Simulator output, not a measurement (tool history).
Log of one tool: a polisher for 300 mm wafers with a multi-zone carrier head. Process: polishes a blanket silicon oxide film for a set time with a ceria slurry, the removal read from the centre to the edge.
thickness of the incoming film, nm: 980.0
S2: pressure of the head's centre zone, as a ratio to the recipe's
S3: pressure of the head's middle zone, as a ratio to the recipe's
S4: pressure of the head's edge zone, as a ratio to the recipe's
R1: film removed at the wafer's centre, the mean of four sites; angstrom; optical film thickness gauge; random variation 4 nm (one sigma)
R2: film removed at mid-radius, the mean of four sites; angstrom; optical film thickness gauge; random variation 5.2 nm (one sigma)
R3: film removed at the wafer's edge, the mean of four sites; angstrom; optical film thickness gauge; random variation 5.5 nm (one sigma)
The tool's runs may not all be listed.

{"run": 1, "hour": 0.0, "flow of slurry (ml/min)": 295, "S2": 1, "S3": 1, "S4": 1, "polishing time (s)": 57, "R1": 2778.8, "R2": 2774.1, "R3": 2741.9}
{"run": 2, "hour": 7.8, "flow of slurry (ml/min)": 225, "S2": 1, "S3": 1, "S4": 1, "polishing time (s)": 57, "R1": 2679.3, "R2": 2718.5, "R3": 2691.5}
{"run": 3, "hour": 8.6, "flow of slurry (ml/min)": 225, "S2": 1, "S3": 1, "S4": 1.03, "polishing time (s)": 61, "R1": 2862, "R2": 2847.4, "R3": 2857.9}
{"run": 4, "hour": 12.9, "flow of slurry (ml/min)": 235, "S2": 0.98, "S3": 0.99, "S4": 1.05, "polishing time (s)": 65, "R1": 2988.4, "R2": 2957.3, "R3": 3084.4}
{"run": 5, "hour": 18.4, "flow of slurry (ml/min)": 235, "S2": 0.98, "S3": 1.05, "S4": 1.05, "polishing time (s)": 65, "R1": 2993.9, "R2": 3235.1, "R3": 3203.8}
{"run": 6, "hour": 25.4, "flow of slurry (ml/min)": 235, "S2": 0.98, "S3": 1.05, "S4": 1.11, "polishing time (s)": 65, "R1": 3028.3, "R2": 3263.4, "R3": 3112.4}
{"run": 7, "hour": 28.8, "flow of slurry (ml/min)": 235, "S2": 0.98, "S3": 1.04, "S4": 1.1, "polishing time (s)": 68, "R1": 3177.4, "R2": 3366.6, "R3": 3275.7}

Run 8 comes next. What will it give?
{"run": 8, "hour": 29.9, "flow of slurry (ml/min)": 235, "S2": 0.98, "S3": 1.04, "S4": 1.1, "polishing time (s)": 68, "R1": "?", "R2": "?", "R3": "?"}

Run 8 gave R1 3158.2 angstrom, R2 3353.4 angstrom, R3 3349.6 angstrom.

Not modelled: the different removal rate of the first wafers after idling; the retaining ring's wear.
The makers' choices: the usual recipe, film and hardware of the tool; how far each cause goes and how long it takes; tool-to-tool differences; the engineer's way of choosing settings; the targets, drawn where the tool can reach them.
